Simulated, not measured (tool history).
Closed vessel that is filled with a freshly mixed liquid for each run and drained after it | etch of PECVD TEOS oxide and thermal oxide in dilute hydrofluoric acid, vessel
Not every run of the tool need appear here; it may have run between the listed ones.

run  hour  temperature setpoint of the liquid (K)  parts of water to one part of 49 % hydrofluoric acid (parts by volume)  time in the liquid (s)  thickness taken off the PECVD TEOS oxide on a monitor wafer (Å)  thickness taken off the thermal oxide on a monitor wafer (Å)
  1   0.0                                  298.15                                                                     125                      60                                                          110.910                                                        21.736
  2   7.7                                  299.15                                                                     125                      60                                                          115.570                                                        22.237
  3  13.8                                  299.15                                                                     125                      45                                                           87.295                                                        16.198
  4  17.2                                  297.15                                                                     125                      45                                                           80.760                                                        15.490
  5  23.3                                  297.15                                                                     125                      60                                                          107.630                                                        20.036
  6  31.6                                  297.15                                                                     160                      60                                                           80.264                                                        14.879
  7  39.8                                  295.15                                                                     160                      60                                                           74.076                                                        14.105

What will run 8 give?
  8  40.3                                  293.65                                                                     160                      60                                                                ?                                                             ?

thickness taken off the PECVD TEOS oxide on a monitor wafer (Å): 69.992
thickness taken off the thermal oxide on a monitor wafer (Å): 12.889
